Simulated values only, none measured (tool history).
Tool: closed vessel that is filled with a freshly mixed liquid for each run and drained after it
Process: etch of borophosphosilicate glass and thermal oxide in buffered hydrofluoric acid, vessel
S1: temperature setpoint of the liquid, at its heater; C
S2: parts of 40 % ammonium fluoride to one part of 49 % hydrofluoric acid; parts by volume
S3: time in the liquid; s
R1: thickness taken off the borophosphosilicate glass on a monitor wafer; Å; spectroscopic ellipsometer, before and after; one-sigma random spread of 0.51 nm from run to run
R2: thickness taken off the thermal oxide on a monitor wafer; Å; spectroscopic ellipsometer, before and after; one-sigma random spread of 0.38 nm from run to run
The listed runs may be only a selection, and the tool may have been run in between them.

run,hour,S1,S2,S3,R1,R2
1,0.0,25.0,23.5,80,467.99,459.76
2,6.7,22.0,23.5,80,399.35,394.04
3,8.4,22.0,23.5,100,495.32,492.18
4,10.5,24.5,23.5,100,567.97,566.28
5,11.2,26.0,22.0,100,642.89,641.15
6,14.3,26.0,22.0,85,551.51,545.52
7,21.9,27.5,20.0,85,632.33,629.84

For run 8, what comes out?
8,23.3,28.5,18.0,85,?,?

R1: 737.07 Å
R2: 735.75 Å
